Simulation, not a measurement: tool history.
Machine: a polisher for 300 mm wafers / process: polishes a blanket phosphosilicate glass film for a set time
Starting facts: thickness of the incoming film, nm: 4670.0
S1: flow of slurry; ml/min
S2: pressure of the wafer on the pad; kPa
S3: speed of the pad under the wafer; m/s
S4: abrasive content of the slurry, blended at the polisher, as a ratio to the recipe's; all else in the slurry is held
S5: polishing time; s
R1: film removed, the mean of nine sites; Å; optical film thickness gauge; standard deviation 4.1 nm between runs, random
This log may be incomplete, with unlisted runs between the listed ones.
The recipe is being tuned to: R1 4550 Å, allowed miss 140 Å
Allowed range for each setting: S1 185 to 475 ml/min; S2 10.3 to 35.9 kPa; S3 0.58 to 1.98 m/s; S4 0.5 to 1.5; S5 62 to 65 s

run,hour,S1,S2,S3,S4,S5,R1
1,0,305,22.8,1.28,1,62,7646.7
2,5.8,370,22.8,1.28,1,62,7780.8
3,7.1,370,22.8,1.28,1.15,62,8623.6
4,11.1,370,17.2,1.28,1.15,62,6599.6
5,15.7,370,22.1,1.28,1.15,62,8443.7
6,22.3,370,25.5,1.28,1.15,62,9671.2
7,23.4,365,18.6,1.02,1.15,62,6099.5
8,24.6,360,11.7,1,1.15,62,3949.7
9,29.8,370,12.4,1,1.15,62,4063
10,38.5,370,13.1,1,1.15,62,4336.2

Below are 5 possible settings for the next run. Only one of them brings all results inside the allowed miss of their targets. Which is it?
A,47.2,405,13.8,0.84,1,64,?
B,47.2,385,11.7,1.06,1.15,65,?
C,47.2,345,13.8,0.84,1.15,63,?
D,47.2,265,15.2,0.74,1.3,65,?
E,47.2,420,10.3,1.36,1.1,64,?

move,R1
A,3911.5
B,4260.9
C,4149.2
D,4530.1
E,4286
A: lands further from the targets than the last run did
B: lands further from the targets than the last run did
C: lands further from the targets than the last run did
D: all results land within tolerance of their targets
E: lands further from the targets than the last run did
Go with D: it meets all targets.
